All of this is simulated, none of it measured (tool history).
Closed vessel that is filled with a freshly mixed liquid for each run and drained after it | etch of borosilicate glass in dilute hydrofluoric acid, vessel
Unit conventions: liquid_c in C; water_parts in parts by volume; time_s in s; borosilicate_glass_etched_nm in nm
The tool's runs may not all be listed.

run	day	liquid_c	water_parts	time_s	borosilicate_glass_etched_nm
1	0.000	23.0	145	145	39.994
2	0.188	23.0	100	145	60.691
3	0.325	23.0	125	145	46.891
4	0.412	23.0	125	155	50.753
5	0.679	23.0	125	155	49.886
6	0.788	25.0	125	155	54.574
7	1.092	26.5	120	155	59.776

Run 8 is up next; what results do you expect?
8	1.362	27.5	120	155	?

{"run 8": {"borosilicate_glass_etched_nm": 62.344}}
